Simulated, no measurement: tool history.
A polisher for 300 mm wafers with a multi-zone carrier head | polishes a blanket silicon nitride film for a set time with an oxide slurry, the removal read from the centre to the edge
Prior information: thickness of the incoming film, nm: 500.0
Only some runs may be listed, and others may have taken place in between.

run,day,flow of slurry (ml/min),pressure of the head's centre zone,pressure of the head's middle zone,pressure of the head's edge zone,abrasive content of the slurry,polishing time (s),film removed at the wafer's centre (nm),film removed at mid-radius (nm),film removed at the wafer's edge (nm)
1,0,165,1,1,1,1,80,41.008,42.658,42.432
2,0.212,165,0.95,1,1,1,80,39.767,42.819,40.989
3,0.292,165,0.95,0.96,1,1,80,38.44,41.888,42.02
4,0.638,205,0.95,0.96,1,1,80,40.66,43.489,42.2
5,0.721,205,0.95,0.93,1,1,80,40.921,42.176,42.86
6,0.854,205,0.98,0.93,1,1,80,42.095,41.745,42.584
7,1.146,205,0.98,0.93,1,1,80,42.658,41.642,42.483

Estimate the outcome of run 8 from the log above:
8,1.212,175,0.93,0.93,0.9,0.75,77,?,?,?

film removed at the wafer's centre (nm): 34.472
film removed at mid-radius (nm): 36.647
film removed at the wafer's edge (nm): 35.944
